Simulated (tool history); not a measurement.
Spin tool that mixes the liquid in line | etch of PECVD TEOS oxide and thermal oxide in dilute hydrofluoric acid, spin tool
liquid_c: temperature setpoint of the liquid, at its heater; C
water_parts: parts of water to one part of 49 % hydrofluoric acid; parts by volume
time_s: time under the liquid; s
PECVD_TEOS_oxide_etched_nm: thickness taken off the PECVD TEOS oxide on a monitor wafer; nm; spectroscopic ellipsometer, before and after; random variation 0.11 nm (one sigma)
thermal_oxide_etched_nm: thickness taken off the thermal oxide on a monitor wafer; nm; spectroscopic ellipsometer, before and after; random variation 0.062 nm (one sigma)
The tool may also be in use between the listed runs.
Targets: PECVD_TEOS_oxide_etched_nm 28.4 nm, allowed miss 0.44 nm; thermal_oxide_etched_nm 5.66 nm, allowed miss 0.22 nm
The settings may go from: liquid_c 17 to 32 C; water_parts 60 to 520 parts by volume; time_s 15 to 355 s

run,hour,liquid_c,water_parts,time_s,PECVD_TEOS_oxide_etched_nm,thermal_oxide_etched_nm
1,0,24,290,180,9.4857,1.9347
2,2.4,25.5,260,180,11.505,2.332
3,9.8,26.5,235,180,13.583,2.7144
4,13.2,27.5,215,180,15.794,3.1512
5,16.4,28,200,180,17.563,3.5457
6,21.9,29.5,200,180,18.405,3.682
7,27.3,30,190,180,20.002,3.9947
8,30.7,32,120,180,37.97,7.5357
9,36.5,31,120,180,36.191,7.2633
10,38,30,120,180,34.753,6.8774
# hour 40.7: hydrofluoric acid flow meter replaced
11,40.7,29,120,180,36.503,7.4003
12,43.6,29.5,125,180,35.486,7.1477
13,45.5,29.5,130,180,33.931,6.7356
14,51.7,29,135,180,31.745,6.2848
15,58.7,28,135,180,30.837,6.1324
16,59.9,27.5,135,180,30.251,6.0897
17,64.2,27.5,135,180,29.973,6.0055
18,69.2,27,135,180,29.582,6.0692
19,76.3,27.5,140,180,28.99,5.7283

Which of these 5 next moves meets every target?
A,83.4,32,170,195,?,?
B,83.4,32,180,215,?,?
C,83.4,29.5,115,130,?,?
D,83.4,26,135,185,?,?
E,83.4,25.5,85,115,?,?

move,PECVD_TEOS_oxide_etched_nm,thermal_oxide_etched_nm
A,29.115,5.8093
B,29.919,5.9698
C,28.248,5.6363
D,29.263,5.8389
E,30.181,6.0221
A: further off than the last run
B: further off than the last run
C: meets every target
D: further off than the last run
E: further off than the last run
The right move is C.

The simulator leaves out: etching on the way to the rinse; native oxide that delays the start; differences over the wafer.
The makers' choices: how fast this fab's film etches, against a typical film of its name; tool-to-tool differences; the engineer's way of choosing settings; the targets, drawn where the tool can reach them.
